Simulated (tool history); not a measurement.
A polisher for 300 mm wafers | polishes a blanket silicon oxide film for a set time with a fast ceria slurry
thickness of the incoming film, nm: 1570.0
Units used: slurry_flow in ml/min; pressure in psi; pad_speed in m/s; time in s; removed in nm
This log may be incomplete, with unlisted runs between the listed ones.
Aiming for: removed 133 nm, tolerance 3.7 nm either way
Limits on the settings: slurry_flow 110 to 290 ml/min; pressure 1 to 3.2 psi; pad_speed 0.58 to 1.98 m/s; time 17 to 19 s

run	hour	slurry_flow	pressure	pad_speed	time	removed
1	0	185	2.1	1.28	19	314.46
2	1.7	185	2.1	1.08	19	264.96
3	9.6	185	2	1.06	19	250.49
4	17.8	185	1.9	1.04	19	235.91
5	23.7	185	1.8	1.02	19	222.96
6	30.3	185	2.2	1.02	19	261.66
7	34.3	185	2.1	1	19	243.84
8	40.6	160	1.5	0.94	19	174.66
9	44.1	155	1.4	0.94	19	164.79
10	45.9	150	1.4	0.94	19	162.86
11	54.6	145	1.4	0.94	19	162.53

Below are 4 possible settings for the next run. Only one of them brings all results inside the allowed miss of their targets. Which is it?
A	63.3	150	1.5	1.08	19	?
B	63.3	145	1.3	0.96	19	?
C	63.3	125	1.3	0.82	18	?
D	63.3	175	1.3	0.88	17	?

move	removed
A	194.69
B	155.29
C	122.38
D	132.33
A: its largest miss is bigger than the last run's
B: gains on the last run, yet a result remains outside its allowed miss
C: moves the result that the last run missed by most past its target, out the other side
D: all results land within tolerance of their targets
Go with D: it meets all targets.

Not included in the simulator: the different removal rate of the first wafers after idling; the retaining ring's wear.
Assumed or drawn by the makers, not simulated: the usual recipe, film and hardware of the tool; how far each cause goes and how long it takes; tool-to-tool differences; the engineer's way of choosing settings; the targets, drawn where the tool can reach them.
